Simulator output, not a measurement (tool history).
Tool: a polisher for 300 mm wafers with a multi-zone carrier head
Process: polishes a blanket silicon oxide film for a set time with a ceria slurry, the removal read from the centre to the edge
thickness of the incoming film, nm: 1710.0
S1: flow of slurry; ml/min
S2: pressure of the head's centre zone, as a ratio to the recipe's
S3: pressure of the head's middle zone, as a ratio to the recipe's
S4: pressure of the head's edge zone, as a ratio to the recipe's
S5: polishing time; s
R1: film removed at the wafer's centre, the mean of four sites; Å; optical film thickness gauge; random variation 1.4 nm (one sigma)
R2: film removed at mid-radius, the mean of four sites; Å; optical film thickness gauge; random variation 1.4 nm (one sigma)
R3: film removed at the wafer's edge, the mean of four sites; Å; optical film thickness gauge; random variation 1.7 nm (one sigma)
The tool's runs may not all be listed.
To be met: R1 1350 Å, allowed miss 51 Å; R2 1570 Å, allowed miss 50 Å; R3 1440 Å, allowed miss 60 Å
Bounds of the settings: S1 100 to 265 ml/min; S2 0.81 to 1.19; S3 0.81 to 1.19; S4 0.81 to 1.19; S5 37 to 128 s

run 1 hour=0 | S1=170 S2=1 S3=1 S4=1 S5=82 | R1=2428.9 R2=2444.1 R3=2515.5
run 2 hour=8.4 | S1=165 S2=0.97 S3=1.01 S4=0.95 S5=70 | R1=2031.9 R2=2104.6 R3=2068.7
run 3 hour=12.2 | S1=165 S2=0.97 S3=1.01 S4=0.95 S5=55 | R1=1600.7 R2=1635.2 R3=1641.9
run 4 hour=13 | S1=165 S2=0.97 S3=1.01 S4=0.92 S5=55 | R1=1570.7 R2=1648.9 R3=1601.1
run 5 hour=21.6 | S1=155 S2=0.94 S3=1.01 S4=0.89 S5=55 | R1=1495 R2=1671.2 R3=1548.1
run 6 hour=26.3 | S1=155 S2=0.94 S3=1.01 S4=0.97 S5=55 | R1=1520.5 R2=1661.3 R3=1622.1
run 7 hour=27.7 | S1=145 S2=0.93 S3=1 S4=0.94 S5=54 | R1=1431.2 R2=1577.6 R3=1559.8
run 8 hour=35.8 | S1=140 S2=0.93 S3=1.01 S4=0.92 S5=54 | R1=1450.3 R2=1581.7 R3=1530
run 9 hour=36.6 | S1=135 S2=0.92 S3=1.02 S4=0.91 S5=54 | R1=1413.4 R2=1593.9 R3=1527.7
run 10 hour=45.3 | S1=130 S2=0.92 S3=1.02 S4=0.89 S5=54 | R1=1403.9 R2=1577.2 R3=1518.8
run 11 hour=53.9 | S1=130 S2=0.92 S3=1.02 S4=0.87 S5=54 | R1=1413 R2=1562.4 R3=1492.9

4 next moves are on the table. One of them brings every result within its allowed miss. Which?
run A hour=62.5 | S1=135 S2=0.93 S3=0.97 S4=0.85 S5=55 | R1=? R2=? R3=?
run B hour=62.5 | S1=135 S2=0.92 S3=1.06 S4=0.89 S5=52 | R1=? R2=? R3=?
run C hour=62.5 | S1=130 S2=0.9 S3=0.98 S4=0.9 S5=55 | R1=? R2=? R3=?
run D hour=62.5 | S1=145 S2=0.84 S3=1.05 S4=0.83 S5=55 | R1=? R2=? R3=?

move=A R1=1460.4 R2=1548.1 R3=1517.4
move=B R1=1366.6 R2=1577.8 R3=1463
move=C R1=1401 R2=1550 R3=1548.8
move=D R1=1339.1 R2=1678.8 R3=1514.4
A: further off than the last run
B: meets every target
C: brings the result that was furthest off to its target, and leaves another outside
D: brings the result that was furthest off to its target, and leaves another outside
Answer: B

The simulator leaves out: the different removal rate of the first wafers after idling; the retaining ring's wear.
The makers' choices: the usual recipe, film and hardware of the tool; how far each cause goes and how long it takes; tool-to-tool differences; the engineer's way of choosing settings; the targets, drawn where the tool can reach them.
